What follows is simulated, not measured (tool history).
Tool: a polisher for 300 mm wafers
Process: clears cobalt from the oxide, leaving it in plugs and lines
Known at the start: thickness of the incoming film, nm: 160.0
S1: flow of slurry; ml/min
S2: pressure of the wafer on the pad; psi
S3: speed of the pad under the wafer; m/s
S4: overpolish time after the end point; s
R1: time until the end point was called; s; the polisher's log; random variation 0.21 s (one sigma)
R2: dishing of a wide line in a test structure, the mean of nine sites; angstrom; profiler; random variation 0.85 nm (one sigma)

Run 1, hour 0.0: S1 160 ml/min, S2 2.5 psi, S3 0.80 m/s, S4 21 s. Result: R1 25.470 s, R2 485.19 angstrom.
Run 2, hour 6.4: S1 160 ml/min, S2 2.5 psi, S3 0.70 m/s, S4 21 s. Result: R1 27.599 s, R2 472.60 angstrom.
Run 3, hour 14.7: S1 160 ml/min, S2 2.5 psi, S3 0.84 m/s, S4 21 s. Result: R1 24.787 s, R2 488.99 angstrom.
Run 4, hour 16.5: S1 160 ml/min, S2 1.9 psi, S3 0.84 m/s, S4 21 s. Result: R1 31.982 s, R2 446.03 angstrom.
Run 5, hour 24.8: S1 160 ml/min, S2 2.1 psi, S3 0.84 m/s, S4 21 s. Result: R1 29.476 s, R2 483.68 angstrom.
Run 6, hour 25.4: S1 160 ml/min, S2 2.1 psi, S3 0.84 m/s, S4 28 s. Result: R1 29.147 s, R2 510.65 angstrom.
Run 7, hour 32.5: S1 160 ml/min, S2 2.2 psi, S3 0.84 m/s, S4 27 s. Result: R1 27.664 s, R2 519.64 angstrom.

Forecast run 8:
Run 8, hour 35.7: S1 160 ml/min, S2 2.3 psi, S3 0.84 m/s, S4 26 s. Result: R1 ?, R2 ?.

Run 8 gave R1 26.624 s, R2 522.10 angstrom.
